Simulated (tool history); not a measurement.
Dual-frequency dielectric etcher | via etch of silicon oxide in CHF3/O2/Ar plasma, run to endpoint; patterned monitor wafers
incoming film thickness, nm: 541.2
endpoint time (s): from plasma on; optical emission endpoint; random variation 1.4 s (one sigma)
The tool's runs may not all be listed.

| run | hour | source power (kW) | bias power (kW) | endpoint time (s) |
|---|---|---|---|---|
| 1 | 0.0 | 0.550 | 0.179 | 254.08 |
| 2 | 6.1 | 0.510 | 0.177 | 264.50 |
| 3 | 7.2 | 0.490 | 0.176 | 267.86 |
| 4 | 14.0 | 0.490 | 0.155 | 284.96 |
| 5 | 22.7 | 0.540 | 0.155 | 270.66 |
| 6 | 29.9 | 0.450 | 0.155 | 297.23 |

Run 7 comes next. What will it give?
| 7 | 31.4 | 0.470 | 0.156 | ? |

{"run 7": {"endpoint time (s)": 290.64}}

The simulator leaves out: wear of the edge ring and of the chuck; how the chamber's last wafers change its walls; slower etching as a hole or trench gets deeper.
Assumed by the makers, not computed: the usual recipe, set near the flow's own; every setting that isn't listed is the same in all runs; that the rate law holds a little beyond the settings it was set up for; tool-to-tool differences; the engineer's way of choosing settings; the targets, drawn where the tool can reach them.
